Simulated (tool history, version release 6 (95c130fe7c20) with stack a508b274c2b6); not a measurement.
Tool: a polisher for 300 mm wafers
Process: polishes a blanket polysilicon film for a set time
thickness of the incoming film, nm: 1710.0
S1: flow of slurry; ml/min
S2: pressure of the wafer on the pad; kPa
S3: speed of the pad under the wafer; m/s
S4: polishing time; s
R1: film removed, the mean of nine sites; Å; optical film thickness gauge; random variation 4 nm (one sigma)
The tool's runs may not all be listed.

run 1 day=0.000 | S1=225 S2=18.6 S3=0.86 S4=89 | R1=6790.3
run 2 day=0.308 | S1=225 S2=18.6 S3=0.86 S4=94 | R1=6950.5
run 3 day=0.333 | S1=225 S2=17.2 S3=0.82 S4=94 | R1=6417.8
run 4 day=0.562 | S1=225 S2=15.9 S3=0.76 S4=94 | R1=5413.8
run 5 day=0.771 | S1=225 S2=15.9 S3=0.76 S4=94 | R1=5472.5
run 6 day=0.821 | S1=265 S2=15.9 S3=0.76 S4=94 | R1=5692.3
run 7 day=1.062 | S1=235 S2=11.0 S3=0.58 S4=93 | R1=2992.0

Forecast run 8:
run 8 day=1.212 | S1=240 S2=11.0 S3=0.58 S4=93 | R1=?

{"run 8": {"R1": 3019.9}}
